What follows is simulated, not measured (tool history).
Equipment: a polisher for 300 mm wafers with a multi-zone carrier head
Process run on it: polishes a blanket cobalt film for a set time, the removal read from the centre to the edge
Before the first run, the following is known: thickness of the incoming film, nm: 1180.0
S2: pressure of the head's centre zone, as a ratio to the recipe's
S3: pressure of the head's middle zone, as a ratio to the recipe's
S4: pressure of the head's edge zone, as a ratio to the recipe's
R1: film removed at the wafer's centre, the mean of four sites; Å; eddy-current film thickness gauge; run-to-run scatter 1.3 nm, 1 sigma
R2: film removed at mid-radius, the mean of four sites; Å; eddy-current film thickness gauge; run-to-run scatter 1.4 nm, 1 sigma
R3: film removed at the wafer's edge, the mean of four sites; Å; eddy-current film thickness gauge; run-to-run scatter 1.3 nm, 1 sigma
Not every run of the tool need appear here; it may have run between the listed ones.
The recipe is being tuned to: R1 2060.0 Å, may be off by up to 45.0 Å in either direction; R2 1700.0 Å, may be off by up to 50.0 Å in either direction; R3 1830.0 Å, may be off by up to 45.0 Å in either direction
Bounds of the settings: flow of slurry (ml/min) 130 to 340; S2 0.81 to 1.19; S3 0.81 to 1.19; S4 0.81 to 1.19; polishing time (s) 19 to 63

run 1 hour=0.0 | flow_of_slurry_(ml/min)=220 S2=1.00 S3=1.00 S4=1.00 polishing_time_(s)=41 | R1=2124.4 R2=2125.3 R3=2127.5
run 2 hour=5.0 | flow_of_slurry_(ml/min)=220 S2=1.00 S3=1.07 S4=1.00 polishing_time_(s)=41 | R1=2132.3 R2=2277.6 R3=2117.2
run 3 hour=13.9 | flow_of_slurry_(ml/min)=220 S2=1.00 S3=1.07 S4=1.05 polishing_time_(s)=41 | R1=2118.5 R2=2273.5 R3=2148.2
run 4 hour=22.4 | flow_of_slurry_(ml/min)=215 S2=1.01 S3=1.05 S4=1.03 polishing_time_(s)=41 | R1=2122.6 R2=2220.9 R3=2141.9
run 5 hour=30.8 | flow_of_slurry_(ml/min)=215 S2=1.01 S3=1.13 S4=1.03 polishing_time_(s)=41 | R1=2162.4 R2=2388.9 R3=2147.3
run 6 hour=38.9 | flow_of_slurry_(ml/min)=210 S2=1.02 S3=1.10 S4=1.01 polishing_time_(s)=41 | R1=2153.5 R2=2328.4 R3=2106.9
run 7 hour=45.2 | flow_of_slurry_(ml/min)=205 S2=1.03 S3=1.07 S4=0.99 polishing_time_(s)=41 | R1=2169.2 R2=2280.3 R3=2071.4
run 8 hour=46.6 | flow_of_slurry_(ml/min)=205 S2=1.04 S3=1.04 S4=0.98 polishing_time_(s)=41 | R1=2192.6 R2=2240.6 R3=2070.0
run 9 hour=52.9 | flow_of_slurry_(ml/min)=205 S2=1.04 S3=1.02 S4=0.97 polishing_time_(s)=40 | R1=2129.1 R2=2082.8 R3=2020.5
run 10 hour=57.0 | flow_of_slurry_(ml/min)=200 S2=1.04 S3=1.00 S4=0.96 polishing_time_(s)=40 | R1=2143.3 R2=2048.3 R3=2015.8
run 11 hour=58.4 | flow_of_slurry_(ml/min)=195 S2=1.04 S3=0.99 S4=0.95 polishing_time_(s)=40 | R1=2087.0 R2=2051.0 R3=1994.3
run 12 hour=59.8 | flow_of_slurry_(ml/min)=195 S2=1.05 S3=0.97 S4=0.94 polishing_time_(s)=40 | R1=2132.2 R2=2015.4 R3=1958.5
run 13 hour=67.0 | flow_of_slurry_(ml/min)=190 S2=1.05 S3=0.95 S4=0.93 polishing_time_(s)=40 | R1=2134.0 R2=1965.3 R3=1954.7
run 14 hour=75.6 | flow_of_slurry_(ml/min)=150 S2=1.05 S3=0.85 S4=0.84 polishing_time_(s)=39 | R1=1979.9 R2=1664.5 R3=1791.2
run 15 hour=77.2 | flow_of_slurry_(ml/min)=155 S2=1.05 S3=0.85 S4=0.84 polishing_time_(s)=39 | R1=1995.3 R2=1687.6 R3=1771.6

Of the 4 settings listed for the next run, only one would bring every result within its allowed miss of target. Which one?
run A hour=78.8 | flow_of_slurry_(ml/min)=160 S2=1.14 S3=0.81 S4=0.98 polishing_time_(s)=39 | R1=? R2=? R3=?
run B hour=78.8 | flow_of_slurry_(ml/min)=130 S2=0.98 S3=0.85 S4=0.88 polishing_time_(s)=43 | R1=? R2=? R3=?
run C hour=78.8 | flow_of_slurry_(ml/min)=160 S2=0.99 S3=0.81 S4=0.88 polishing_time_(s)=41 | R1=? R2=? R3=?
run D hour=78.8 | flow_of_slurry_(ml/min)=250 S2=1.02 S3=0.81 S4=0.82 polishing_time_(s)=38 | R1=? R2=? R3=?

move=A R1=2164.6 R2=1612.0 R3=1909.2
move=B R1=1953.0 R2=1773.3 R3=1941.1
move=C R1=1974.2 R2=1696.3 R3=1909.0
move=D R1=2031.1 R2=1679.7 R3=1800.2
A: takes the result that was furthest off past its target
B: misses by more than the last run did
C: misses by more than the last run did
D: all results in spec
D is the move that brings every result within its allowed miss.

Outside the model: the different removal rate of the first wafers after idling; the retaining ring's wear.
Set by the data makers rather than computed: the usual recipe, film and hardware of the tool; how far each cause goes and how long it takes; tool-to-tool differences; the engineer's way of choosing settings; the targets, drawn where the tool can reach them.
